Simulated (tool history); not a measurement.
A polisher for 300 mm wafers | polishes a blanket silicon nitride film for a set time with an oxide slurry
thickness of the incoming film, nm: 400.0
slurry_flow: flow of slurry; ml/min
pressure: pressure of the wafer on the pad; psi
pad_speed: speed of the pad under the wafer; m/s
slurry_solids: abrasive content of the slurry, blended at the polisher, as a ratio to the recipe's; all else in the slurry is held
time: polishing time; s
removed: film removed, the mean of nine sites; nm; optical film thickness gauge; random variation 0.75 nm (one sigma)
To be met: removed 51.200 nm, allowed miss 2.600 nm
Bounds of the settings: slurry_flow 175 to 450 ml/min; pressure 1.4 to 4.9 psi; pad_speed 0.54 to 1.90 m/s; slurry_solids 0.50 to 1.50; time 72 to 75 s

run	hour	slurry_flow	pressure	pad_speed	slurry_solids	time	removed
1	0.0	290	3.1	1.22	1.00	72	36.791
2	8.1	290	3.1	1.22	1.00	72	36.516
3	9.1	290	3.4	1.24	1.00	72	41.687
4	10.6	290	3.6	1.24	1.00	72	43.920
5	14.9	290	3.6	1.24	1.00	72	43.899
6	21.8	245	3.6	1.24	1.00	72	42.316
7	28.9	255	3.7	1.24	1.00	72	44.943
8	37.5	255	3.8	1.24	1.00	72	45.619
9	44.7	260	3.9	1.24	1.00	72	44.906

4 next moves are on the table. One of them brings every result within its allowed miss. Which?
A	51.9	230	4.4	1.24	1.00	72	?
B	51.9	195	3.2	1.30	1.30	72	?
C	51.9	315	4.3	0.92	1.05	75	?
D	51.9	290	3.3	1.08	1.00	75	?

move	removed
A	53.329
B	45.778
C	45.295
D	38.397
A: meets every target
B: nearer than the last run, and not there yet
C: nearer than the last run, and not there yet
D: further off than the last run
The right move is A.
